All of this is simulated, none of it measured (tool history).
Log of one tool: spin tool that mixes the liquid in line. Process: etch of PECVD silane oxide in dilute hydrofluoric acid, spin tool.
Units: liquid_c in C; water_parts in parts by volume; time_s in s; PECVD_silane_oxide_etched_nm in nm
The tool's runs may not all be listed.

{"run": 1, "day": 0.0, "liquid_c": 23, "water_parts": 130, "time_s": 60, "PECVD_silane_oxide_etched_nm": 7.6541}
{"run": 2, "day": 0.217, "liquid_c": 22, "water_parts": 135, "time_s": 60, "PECVD_silane_oxide_etched_nm": 7.1391}
{"run": 3, "day": 0.408, "liquid_c": 22, "water_parts": 135, "time_s": 60, "PECVD_silane_oxide_etched_nm": 7.1364}
{"run": 4, "day": 0.596, "liquid_c": 21.5, "water_parts": 140, "time_s": 60, "PECVD_silane_oxide_etched_nm": 6.5697}
{"run": 5, "day": 0.938, "liquid_c": 21, "water_parts": 145, "time_s": 60, "PECVD_silane_oxide_etched_nm": 6.2598}
{"run": 6, "day": 1.238, "liquid_c": 20.5, "water_parts": 150, "time_s": 60, "PECVD_silane_oxide_etched_nm": 5.8699}
{"run": 7, "day": 1.492, "liquid_c": 20, "water_parts": 150, "time_s": 60, "PECVD_silane_oxide_etched_nm": 5.7785}
{"run": 8, "day": 1.704, "liquid_c": 19.5, "water_parts": 150, "time_s": 60, "PECVD_silane_oxide_etched_nm": 5.7755}
{"run": 9, "day": 1.917, "liquid_c": 19, "water_parts": 155, "time_s": 60, "PECVD_silane_oxide_etched_nm": 5.4156}
{"run": 10, "day": 2.242, "liquid_c": 18.5, "water_parts": 155, "time_s": 60, "PECVD_silane_oxide_etched_nm": 5.193}
{"run": 11, "day": 2.383, "liquid_c": 17.5, "water_parts": 160, "time_s": 60, "PECVD_silane_oxide_etched_nm": 4.9016}

Forecast run 12:
{"run": 12, "day": 2.667, "liquid_c": 17.5, "water_parts": 160, "time_s": 60, "PECVD_silane_oxide_etched_nm": "?"}

PECVD_silane_oxide_etched_nm: 4.8973 nm

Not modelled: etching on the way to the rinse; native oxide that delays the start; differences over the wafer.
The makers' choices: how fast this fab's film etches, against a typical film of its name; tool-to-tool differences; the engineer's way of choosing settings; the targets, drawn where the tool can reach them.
